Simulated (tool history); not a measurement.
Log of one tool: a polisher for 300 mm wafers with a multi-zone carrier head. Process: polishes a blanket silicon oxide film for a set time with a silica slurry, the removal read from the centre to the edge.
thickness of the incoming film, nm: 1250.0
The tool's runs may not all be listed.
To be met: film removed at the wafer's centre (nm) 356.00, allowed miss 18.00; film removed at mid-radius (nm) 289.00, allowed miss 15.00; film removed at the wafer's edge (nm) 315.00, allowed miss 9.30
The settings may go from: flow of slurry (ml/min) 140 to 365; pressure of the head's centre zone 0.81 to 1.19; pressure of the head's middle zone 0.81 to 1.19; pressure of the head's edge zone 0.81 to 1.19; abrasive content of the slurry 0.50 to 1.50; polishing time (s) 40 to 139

run,hour,flow of slurry (ml/min),pressure of the head's centre zone,pressure of the head's middle zone,pressure of the head's edge zone,abrasive content of the slurry,polishing time (s),film removed at the wafer's centre (nm),film removed at mid-radius (nm),film removed at the wafer's edge (nm)
1,0.0,235,1.00,1.00,1.00,1.00,89,356.62,368.67,355.88
2,4.8,230,1.02,0.96,0.98,0.95,89,372.43,341.43,346.81
3,10.4,230,1.02,0.96,0.98,0.95,67,281.67,254.61,265.88
4,14.2,230,1.02,0.99,0.98,0.95,67,269.45,261.01,263.11
5,17.3,240,1.05,0.98,1.01,1.00,67,301.68,263.61,275.26
6,18.5,240,1.05,0.98,1.01,1.00,48,216.88,193.32,190.58
7,23.7,235,1.04,0.96,1.02,1.10,54,243.42,216.30,229.21
8,32.5,235,1.06,0.96,1.02,1.20,57,268.67,236.06,250.57
9,39.0,265,1.16,1.00,1.12,1.45,58,324.24,265.14,285.97
10,41.2,265,1.16,1.00,1.13,1.45,59,330.42,282.12,294.20
11,47.6,265,1.17,0.99,1.14,1.45,60,341.95,277.37,304.26
12,56.4,265,1.18,0.99,1.15,1.45,60,344.40,271.31,296.59

Which of these 4 next moves meets every target?
A,65.2,285,1.18,0.84,1.19,1.30,64,?,?,?
B,65.2,205,1.19,1.01,1.19,1.50,62,?,?,?
C,65.2,260,1.19,0.89,1.11,1.45,61,?,?,?
D,65.2,240,1.18,0.89,1.16,1.45,70,?,?,?

move,film removed at the wafer's centre (nm),film removed at mid-radius (nm),film removed at the wafer's edge (nm)
A,354.50,252.39,313.35
B,353.36,291.03,311.69
C,351.24,260.09,297.43
D,396.72,296.49,347.38
A: brings the result that was furthest off to its target, and leaves another outside
B: meets every target
C: as far off as the last run
D: takes the result that was furthest off past its target
Move B is the one to make.
